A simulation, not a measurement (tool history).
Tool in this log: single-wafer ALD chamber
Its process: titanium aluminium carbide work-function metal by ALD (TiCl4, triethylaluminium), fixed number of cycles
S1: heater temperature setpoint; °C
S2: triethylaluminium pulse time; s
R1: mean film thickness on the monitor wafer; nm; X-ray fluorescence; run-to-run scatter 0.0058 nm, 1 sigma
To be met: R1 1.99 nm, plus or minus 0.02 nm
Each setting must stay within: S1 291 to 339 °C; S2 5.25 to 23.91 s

{"run": 1, "day": 0.0, "S1": 315, "S2": 14.58, "R1": 2.2068}
{"run": 2, "day": 0.354, "S1": 315, "S2": 18.12, "R1": 2.1995}
{"run": 3, "day": 0.483, "S1": 315, "S2": 15.13, "R1": 2.1956}
{"run": 4, "day": 0.729, "S1": 312, "S2": 15.05, "R1": 2.1692}
{"run": 5, "day": 0.979, "S1": 319, "S2": 15.05, "R1": 2.2346}
{"run": 6, "day": 1.325, "S1": 315, "S2": 14.85, "R1": 2.1889}
{"run": 7, "day": 1.542, "S1": 312, "S2": 14.68, "R1": 2.1651}
{"run": 8, "day": 1.783, "S1": 312, "S2": 14.68, "R1": 2.1654}
{"run": 9, "day": 1.804, "S1": 309, "S2": 14.6, "R1": 2.1361}
{"run": 10, "day": 1.958, "S1": 307, "S2": 14.54, "R1": 2.1212}

Of the 5 settings listed for the next run, only one would bring every result within its allowed miss of target. Which one?
{"run": "A", "day": 2.112, "S1": 322, "S2": 12.58, "R1": "?"}
{"run": "B", "day": 2.112, "S1": 298, "S2": 14.58, "R1": "?"}
{"run": "C", "day": 2.112, "S1": 294, "S2": 15.54, "R1": "?"}
{"run": "D", "day": 2.112, "S1": 318, "S2": 15.29, "R1": "?"}
{"run": "E", "day": 2.112, "S1": 335, "S2": 9.41, "R1": "?"}

move=A R1=2.2472
move=B R1=2.0308
move=C R1=1.9962
move=D R1=2.2343
move=E R1=2.2392
A: misses by more than the last run did
B: nearer the targets than the last run, but a result is still out of spec
C: all results land within tolerance of their targets
D: misses by more than the last run did
E: misses by more than the last run did
Correct choice: C, which meets every target
